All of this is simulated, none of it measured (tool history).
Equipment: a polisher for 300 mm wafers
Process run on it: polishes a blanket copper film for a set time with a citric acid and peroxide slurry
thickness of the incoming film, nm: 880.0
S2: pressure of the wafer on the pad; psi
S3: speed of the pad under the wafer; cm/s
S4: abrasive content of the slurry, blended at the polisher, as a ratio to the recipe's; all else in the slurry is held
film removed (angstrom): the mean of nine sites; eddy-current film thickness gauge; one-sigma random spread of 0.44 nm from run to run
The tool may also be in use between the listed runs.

Run 1, hour 0: flow of slurry (ml/min) 305, S2 4.2 psi, S3 120 cm/s, S4 1, polishing time (s) 22. Result: film removed (angstrom) 796.88.
Run 2, hour 2.4: flow of slurry (ml/min) 305, S2 3.6 psi, S3 116 cm/s, S4 1, polishing time (s) 22. Result: film removed (angstrom) 672.87.
Run 3, hour 4.5: flow of slurry (ml/min) 305, S2 3.2 psi, S3 112 cm/s, S4 1, polishing time (s) 22. Result: film removed (angstrom) 576.22.
Run 4, hour 5: flow of slurry (ml/min) 265, S2 3.2 psi, S3 112 cm/s, S4 1, polishing time (s) 22. Result: film removed (angstrom) 567.11.
Run 5, hour 13.6: flow of slurry (ml/min) 265, S2 3.2 psi, S3 126 cm/s, S4 1, polishing time (s) 22. Result: film removed (angstrom) 638.67.
Run 6, hour 21.5: flow of slurry (ml/min) 265, S2 2.9 psi, S3 122 cm/s, S4 1, polishing time (s) 22. Result: film removed (angstrom) 559.31.
Run 7, hour 24.6: flow of slurry (ml/min) 260, S2 2.6 psi, S3 120 cm/s, S4 1, polishing time (s) 22. Result: film removed (angstrom) 495.67.

Predict the results of run 8:
Run 8, hour 32.7: flow of slurry (ml/min) 255, S2 1.9 psi, S3 118 cm/s, S4 1, polishing time (s) 22. Result: film removed (angstrom) ?.

{"run 8": {"film removed (angstrom)": 366.41}}
